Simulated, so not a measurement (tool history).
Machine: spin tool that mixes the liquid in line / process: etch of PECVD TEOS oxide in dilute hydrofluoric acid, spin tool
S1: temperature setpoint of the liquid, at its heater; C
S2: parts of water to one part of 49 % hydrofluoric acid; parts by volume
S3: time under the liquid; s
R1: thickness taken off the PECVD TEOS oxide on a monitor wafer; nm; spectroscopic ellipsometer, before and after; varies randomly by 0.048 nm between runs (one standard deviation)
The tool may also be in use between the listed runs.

Run 1, hour 0.0: S1 25.0 C, S2 275 parts by volume, S3 205 s. Result: R1 11.0960 nm.
Run 2, hour 4.2: S1 22.0 C, S2 275 parts by volume, S3 205 s. Result: R1 9.9783 nm.
Run 3, hour 11.0: S1 23.5 C, S2 275 parts by volume, S3 205 s. Result: R1 10.3740 nm.
Run 4, hour 12.5: S1 22.5 C, S2 285 parts by volume, S3 205 s. Result: R1 9.6852 nm.
Run 5, hour 15.9: S1 21.5 C, S2 295 parts by volume, S3 205 s. Result: R1 9.0484 nm.
Run 6, hour 19.4: S1 21.5 C, S2 295 parts by volume, S3 205 s. Result: R1 8.9681 nm.
Run 7, hour 27.1: S1 21.0 C, S2 300 parts by volume, S3 205 s. Result: R1 8.5154 nm.
Run 8, hour 30.5: S1 20.5 C, S2 305 parts by volume, S3 205 s. Result: R1 8.2379 nm.
Run 9, hour 35.2: S1 20.5 C, S2 305 parts by volume, S3 205 s. Result: R1 8.2620 nm.
Run 10, hour 38.2: S1 20.0 C, S2 310 parts by volume, S3 205 s. Result: R1 8.0564 nm.

What will run 11 give?
Run 11, hour 42.7: S1 19.5 C, S2 315 parts by volume, S3 205 s. Result: R1 ?.

Run 11 produced R1 7.7847 nm.
